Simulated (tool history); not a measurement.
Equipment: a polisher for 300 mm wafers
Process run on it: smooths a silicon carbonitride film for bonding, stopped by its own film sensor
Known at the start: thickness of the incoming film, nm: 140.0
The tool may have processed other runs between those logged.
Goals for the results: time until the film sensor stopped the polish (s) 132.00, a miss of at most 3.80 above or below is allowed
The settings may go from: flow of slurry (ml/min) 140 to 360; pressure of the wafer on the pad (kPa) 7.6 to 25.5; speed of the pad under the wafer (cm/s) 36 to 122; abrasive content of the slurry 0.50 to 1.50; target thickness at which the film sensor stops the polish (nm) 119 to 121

run,hour,flow of slurry (ml/min),pressure of the wafer on the pad (kPa),speed of the pad under the wafer (cm/s),abrasive content of the slurry,target thickness at which the film sensor stops the polish (nm),time until the film sensor stopped the polish (s)
1,0.0,230,16.5,78,1.00,119,121.60
2,8.4,230,16.5,78,1.15,119,114.03
3,9.4,230,15.9,78,1.15,119,118.89
4,11.4,230,15.9,78,1.15,121,108.74
5,16.8,230,15.2,78,1.15,121,112.56
6,22.7,270,15.2,78,1.15,121,112.09
7,29.3,270,14.5,78,1.15,121,116.24
8,32.3,270,13.8,78,1.15,121,122.22
9,38.1,270,13.8,78,1.15,121,120.70
10,45.3,250,12.4,78,1.15,121,137.88

Next run, 5 choices. One meets every target within its allowed miss, the rest don't. Which?
A,52.5,235,11.7,84,1.25,121,?
B,52.5,195,10.3,86,1.25,121,?
C,52.5,235,13.8,84,1.15,120,?
D,52.5,280,14.5,62,1.05,120,?
E,52.5,250,14.5,72,1.20,121,?

move,time until the film sensor stopped the polish (s)
A,130.76
B,146.81
C,121.73
D,151.64
E,122.10
A: hits every target within its allowed miss
B: the biggest miss grows against the last run
C: takes the biggest miss from the last run beyond its target
D: the biggest miss grows against the last run
E: takes the biggest miss from the last run beyond its target
Correct choice: A, which meets every target

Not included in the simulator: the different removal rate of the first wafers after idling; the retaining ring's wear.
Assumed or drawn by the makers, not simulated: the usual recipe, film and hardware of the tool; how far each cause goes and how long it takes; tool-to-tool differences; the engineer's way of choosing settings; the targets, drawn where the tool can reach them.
